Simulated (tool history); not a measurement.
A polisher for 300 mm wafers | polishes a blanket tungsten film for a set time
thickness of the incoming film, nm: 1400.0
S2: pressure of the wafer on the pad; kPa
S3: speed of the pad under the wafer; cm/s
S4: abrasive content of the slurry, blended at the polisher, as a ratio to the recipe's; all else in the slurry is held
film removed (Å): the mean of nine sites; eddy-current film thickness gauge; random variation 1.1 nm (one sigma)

{"run": 1, "day": 0.0, "flow of slurry (ml/min)": 180, "S2": 21.4, "S3": 88, "S4": 1, "polishing time (s)": 47, "film removed (Å)": 1545.7}
{"run": 2, "day": 0.242, "flow of slurry (ml/min)": 180, "S2": 19.3, "S3": 86, "S4": 1, "polishing time (s)": 47, "film removed (Å)": 1379.1}
{"run": 3, "day": 0.583, "flow of slurry (ml/min)": 180, "S2": 17.9, "S3": 84, "S4": 1, "polishing time (s)": 47, "film removed (Å)": 1243.1}
{"run": 4, "day": 0.838, "flow of slurry (ml/min)": 180, "S2": 16.5, "S3": 84, "S4": 1, "polishing time (s)": 47, "film removed (Å)": 1195.3}
{"run": 5, "day": 0.979, "flow of slurry (ml/min)": 145, "S2": 16.5, "S3": 84, "S4": 1, "polishing time (s)": 47, "film removed (Å)": 1149.7}
{"run": 6, "day": 1.296, "flow of slurry (ml/min)": 145, "S2": 16.5, "S3": 102, "S4": 1, "polishing time (s)": 47, "film removed (Å)": 1393.3}
{"run": 7, "day": 1.321, "flow of slurry (ml/min)": 145, "S2": 15.9, "S3": 98, "S4": 1, "polishing time (s)": 47, "film removed (Å)": 1280.5}

Run 8 comes next. What will it give?
{"run": 8, "day": 1.612, "flow of slurry (ml/min)": 145, "S2": 15.2, "S3": 96, "S4": 1, "polishing time (s)": 47, "film removed (Å)": "?"}

{"run 8": {"film removed (Å)": 1214.6}}
